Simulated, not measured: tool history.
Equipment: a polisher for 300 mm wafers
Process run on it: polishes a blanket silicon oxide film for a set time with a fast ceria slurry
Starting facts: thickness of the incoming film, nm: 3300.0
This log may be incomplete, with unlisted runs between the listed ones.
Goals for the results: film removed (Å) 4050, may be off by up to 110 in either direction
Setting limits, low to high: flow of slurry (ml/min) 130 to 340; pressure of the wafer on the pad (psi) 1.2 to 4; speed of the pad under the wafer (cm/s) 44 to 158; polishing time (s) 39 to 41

run	hour	flow of slurry (ml/min)	pressure of the wafer on the pad (psi)	speed of the pad under the wafer (cm/s)	polishing time (s)	film removed (Å)
1	0	220	2.6	100	39	5408.6
2	1.8	220	2.6	100	39	5398.1
3	7.3	220	3.2	100	39	6382.4
4	15.2	215	2.7	100	39	5603.5
5	22.4	215	2.7	100	41	5791.4
6	30.2	205	2.3	100	41	5090.5
7	35.9	195	2.1	100	41	4731.6
8	40.6	195	2.1	100	41	4818
9	43.1	195	2.1	100	41	4733.4
10	44.7	185	2	100	41	4583.8
11	45.9	185	1.6	100	41	3849.1

Of the 4 settings listed for the next run, only one would bring every result within its allowed miss of target. Which one?
A	47.1	175	1.4	116	41	?
B	47.1	170	1.5	98	41	?
C	47.1	245	1.3	106	39	?
D	47.1	225	2.5	70	39	?

move	film removed (Å)
A	4087.9
B	3619.7
C	3534.4
D	3746.3
A: hits every target within its allowed miss
B: the biggest miss grows against the last run
C: the biggest miss grows against the last run
D: the biggest miss grows against the last run
Go with A: it meets all targets.

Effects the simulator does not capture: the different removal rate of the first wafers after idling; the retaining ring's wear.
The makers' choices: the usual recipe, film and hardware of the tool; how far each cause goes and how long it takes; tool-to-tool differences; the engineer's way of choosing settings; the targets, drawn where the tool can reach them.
